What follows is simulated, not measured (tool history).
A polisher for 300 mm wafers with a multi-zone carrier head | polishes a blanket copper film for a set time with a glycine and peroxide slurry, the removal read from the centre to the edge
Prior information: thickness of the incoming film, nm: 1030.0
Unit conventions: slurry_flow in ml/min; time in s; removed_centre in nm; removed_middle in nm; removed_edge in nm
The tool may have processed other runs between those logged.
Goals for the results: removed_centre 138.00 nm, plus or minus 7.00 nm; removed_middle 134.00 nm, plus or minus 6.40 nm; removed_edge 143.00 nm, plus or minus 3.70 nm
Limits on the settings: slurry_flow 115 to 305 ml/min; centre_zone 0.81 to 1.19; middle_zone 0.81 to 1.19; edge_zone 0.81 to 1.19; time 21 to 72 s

Run 1, hour 0.0: slurry_flow 195 ml/min, centre_zone 1.00, middle_zone 1.00, edge_zone 1.00, time 46 s. Result: removed_centre 156.84 nm, removed_middle 158.06 nm, removed_edge 155.78 nm.
Run 2, hour 2.0: slurry_flow 220 ml/min, centre_zone 1.00, middle_zone 1.00, edge_zone 1.00, time 46 s. Result: removed_centre 166.56 nm, removed_middle 161.82 nm, removed_edge 156.39 nm.
Run 3, hour 10.3: slurry_flow 205 ml/min, centre_zone 0.99, middle_zone 0.98, edge_zone 0.99, time 46 s. Result: removed_centre 162.73 nm, removed_middle 155.63 nm, removed_edge 154.97 nm.
Run 4, hour 12.7: slurry_flow 195 ml/min, centre_zone 0.97, middle_zone 0.97, edge_zone 0.98, time 46 s. Result: removed_centre 156.31 nm, removed_middle 156.43 nm, removed_edge 154.55 nm.
Run 5, hour 14.8: slurry_flow 235 ml/min, centre_zone 0.97, middle_zone 0.97, edge_zone 0.98, time 46 s. Result: removed_centre 158.23 nm, removed_middle 158.33 nm, removed_edge 156.92 nm.
Run 6, hour 16.8: slurry_flow 210 ml/min, centre_zone 0.97, middle_zone 0.97, edge_zone 0.98, time 46 s. Result: removed_centre 156.41 nm, removed_middle 154.12 nm, removed_edge 155.52 nm.
Run 7, hour 24.5: slurry_flow 205 ml/min, centre_zone 0.96, middle_zone 0.96, edge_zone 0.96, time 46 s. Result: removed_centre 155.72 nm, removed_middle 158.33 nm, removed_edge 153.22 nm.
Run 8, hour 29.6: slurry_flow 200 ml/min, centre_zone 0.95, middle_zone 0.94, edge_zone 0.96, time 45 s. Result: removed_centre 147.17 nm, removed_middle 149.44 nm, removed_edge 150.96 nm.
Run 9, hour 38.1: slurry_flow 195 ml/min, centre_zone 0.95, middle_zone 0.92, edge_zone 0.95, time 45 s. Result: removed_centre 149.92 nm, removed_middle 145.00 nm, removed_edge 147.53 nm.
Run 10, hour 45.5: slurry_flow 190 ml/min, centre_zone 0.94, middle_zone 0.91, edge_zone 0.95, time 45 s. Result: removed_centre 148.81 nm, removed_middle 140.80 nm, removed_edge 149.21 nm.
Run 11, hour 52.2: slurry_flow 185 ml/min, centre_zone 0.93, middle_zone 0.91, edge_zone 0.94, time 45 s. Result: removed_centre 146.66 nm, removed_middle 139.49 nm, removed_edge 148.07 nm.
Run 12, hour 55.1: slurry_flow 180 ml/min, centre_zone 0.92, middle_zone 0.91, edge_zone 0.93, time 45 s. Result: removed_centre 143.47 nm, removed_middle 142.18 nm, removed_edge 147.58 nm.

Exercise: of the 5 proposed moves below, exactly one satisfies all targets within the stated allowed misses. Which move is it?
Run A, hour 58.0: slurry_flow 220 ml/min, centre_zone 1.02, middle_zone 0.93, edge_zone 0.81, time 43 s. Result: removed_centre ?, removed_middle ?, removed_edge ?.
Run B, hour 58.0: slurry_flow 155 ml/min, centre_zone 0.86, middle_zone 0.87, edge_zone 1.00, time 46 s. Result: removed_centre ?, removed_middle ?, removed_edge ?.
Run C, hour 58.0: slurry_flow 170 ml/min, centre_zone 0.92, middle_zone 0.92, edge_zone 0.96, time 46 s. Result: removed_centre ?, removed_middle ?, removed_edge ?.
Run D, hour 58.0: slurry_flow 235 ml/min, centre_zone 1.01, middle_zone 1.03, edge_zone 1.01, time 41 s. Result: removed_centre ?, removed_middle ?, removed_edge ?.
Run E, hour 58.0: slurry_flow 165 ml/min, centre_zone 0.92, middle_zone 0.89, edge_zone 0.93, time 44 s. Result: removed_centre ?, removed_middle ?, removed_edge ?.

move  removed_centre  removed_middle  removed_edge
   A          154.51          143.36        137.98
   B          130.13          136.79        152.95
   C          142.20          145.85        152.42
   D          147.41          150.25        143.62
   E          135.13          134.96        143.50
A: the biggest miss grows against the last run
B: brings the last run's worst result on target, with another outside its allowed miss
C: the biggest miss grows against the last run
D: the biggest miss grows against the last run
E: all results land within tolerance of their targets
Move E is the one to make.

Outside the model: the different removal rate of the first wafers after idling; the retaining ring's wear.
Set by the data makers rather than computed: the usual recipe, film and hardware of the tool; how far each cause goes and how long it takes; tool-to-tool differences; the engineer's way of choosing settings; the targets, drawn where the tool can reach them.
